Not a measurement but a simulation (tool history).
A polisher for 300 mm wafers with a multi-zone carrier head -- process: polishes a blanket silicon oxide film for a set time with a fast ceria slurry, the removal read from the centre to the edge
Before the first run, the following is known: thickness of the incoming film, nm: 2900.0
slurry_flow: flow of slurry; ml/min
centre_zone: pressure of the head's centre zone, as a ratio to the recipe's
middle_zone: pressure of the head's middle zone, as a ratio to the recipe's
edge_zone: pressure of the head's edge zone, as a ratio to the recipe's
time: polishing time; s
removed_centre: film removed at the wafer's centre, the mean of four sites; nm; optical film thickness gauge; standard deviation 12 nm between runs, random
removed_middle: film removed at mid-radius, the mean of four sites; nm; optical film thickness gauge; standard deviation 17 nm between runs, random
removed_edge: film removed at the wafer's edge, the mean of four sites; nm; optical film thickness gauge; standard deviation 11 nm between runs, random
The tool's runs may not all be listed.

run,hour,slurry_flow,centre_zone,middle_zone,edge_zone,time,removed_centre,removed_middle,removed_edge
1,0,170,1,1,1,44,1405.6,1283.3,1235
2,7.8,155,0.96,0.98,1.04,45,1335.8,1248.2,1289.4
3,15,155,0.89,0.98,1.04,45,1256.7,1268.1,1274.4
4,18.1,155,0.89,0.98,1.1,45,1269,1256.7,1330.4
5,19.9,145,0.88,0.97,1.12,46,1235.8,1258,1360.9
6,20.8,145,0.95,0.97,1.12,46,1342.8,1236.9,1351.9
7,26,135,0.92,0.96,1.13,47,1340.6,1269,1397.2
8,27.2,130,0.9,0.95,1.14,47,1288.3,1238.9,1378.7
9,29.6,130,0.88,0.94,1.15,48,1286.9,1230.8,1419.5
10,35.7,125,0.87,0.94,1.16,49,1309.8,1292.5,1431
11,40.2,150,0.86,0.94,1.17,48,1279,1279.2,1436.8
12,44.2,200,0.81,0.9,1.19,46,1223.3,1230.7,1460.7
13,50.5,150,0.81,0.9,1.19,51,1311.4,1310.3,1536
14,55.3,155,0.81,0.9,1.19,50,1243.3,1314.1,1527.3
15,62.5,150,0.81,0.89,1.19,50,1265.3,1282.3,1534.8
16,66.4,140,0.81,0.89,1.19,50,1253.8,1255.9,1500.2
# hour 68.4: centre zone pressure recalibrated
17,68.4,145,0.81,0.89,1.19,50,1118.2,1297.3,1506.6

Run 18 has not been measured yet. What should we expect?
18,71.1,150,0.82,0.89,1.19,50,?,?,?

{"run 18": {"removed_centre": 1149.1, "removed_middle": 1305.5, "removed_edge": 1538.7}}

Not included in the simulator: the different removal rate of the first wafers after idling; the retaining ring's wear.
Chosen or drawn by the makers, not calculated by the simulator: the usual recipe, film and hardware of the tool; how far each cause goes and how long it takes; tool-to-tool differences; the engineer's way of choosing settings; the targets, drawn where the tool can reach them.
